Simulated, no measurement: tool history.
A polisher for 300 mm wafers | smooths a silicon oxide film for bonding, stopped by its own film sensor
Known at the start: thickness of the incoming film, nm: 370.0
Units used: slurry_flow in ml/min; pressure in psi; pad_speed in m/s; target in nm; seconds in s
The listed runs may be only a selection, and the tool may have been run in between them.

{"run": 1, "day": 0.0, "slurry_flow": 125, "pressure": 2.4, "pad_speed": 0.8, "slurry_solids": 1.0, "target": 334, "seconds": 59.838}
{"run": 2, "day": 0.167, "slurry_flow": 125, "pressure": 2.4, "pad_speed": 0.8, "slurry_solids": 1.2, "target": 334, "seconds": 54.419}
{"run": 3, "day": 0.304, "slurry_flow": 125, "pressure": 2.4, "pad_speed": 0.8, "slurry_solids": 1.2, "target": 334, "seconds": 54.195}
{"run": 4, "day": 0.542, "slurry_flow": 130, "pressure": 2.4, "pad_speed": 0.8, "slurry_solids": 1.2, "target": 334, "seconds": 52.847}
{"run": 5, "day": 0.621, "slurry_flow": 135, "pressure": 2.4, "pad_speed": 0.8, "slurry_solids": 1.2, "target": 334, "seconds": 52.972}
{"run": 6, "day": 0.938, "slurry_flow": 140, "pressure": 2.4, "pad_speed": 0.8, "slurry_solids": 1.2, "target": 334, "seconds": 52.768}

Run 7 has not been measured yet. What should we expect?
{"run": 7, "day": 1.167, "slurry_flow": 145, "pressure": 2.4, "pad_speed": 0.8, "slurry_solids": 1.2, "target": 334, "seconds": "?"}

{"run 7": {"seconds": 52.767}}
